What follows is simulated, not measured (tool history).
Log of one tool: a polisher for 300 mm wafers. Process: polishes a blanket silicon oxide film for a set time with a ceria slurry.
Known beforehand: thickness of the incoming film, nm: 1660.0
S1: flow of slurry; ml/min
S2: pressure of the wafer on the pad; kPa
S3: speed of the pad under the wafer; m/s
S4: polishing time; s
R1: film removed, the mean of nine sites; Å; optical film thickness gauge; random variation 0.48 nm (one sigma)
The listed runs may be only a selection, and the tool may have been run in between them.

run	hour	S1	S2	S3	S4	R1
1	0	220	15.9	1.02	25	966.64
2	3.7	180	15.9	1.02	25	942.09
3	10.5	180	15.9	0.88	25	868.67
4	16	180	15.9	1.1	25	997.93
5	20.1	180	14.5	1.1	25	907.07
6	23	180	13.8	1.1	25	863.2
7	26.6	180	13.1	1.1	25	822.78
8	27.4	180	12.4	1.1	25	783.95
9	28.6	180	11.7	1.1	25	738.82

Expected results for the next run?
10	35.8	180	11	1.1	25	?

R1: 697.21 Å
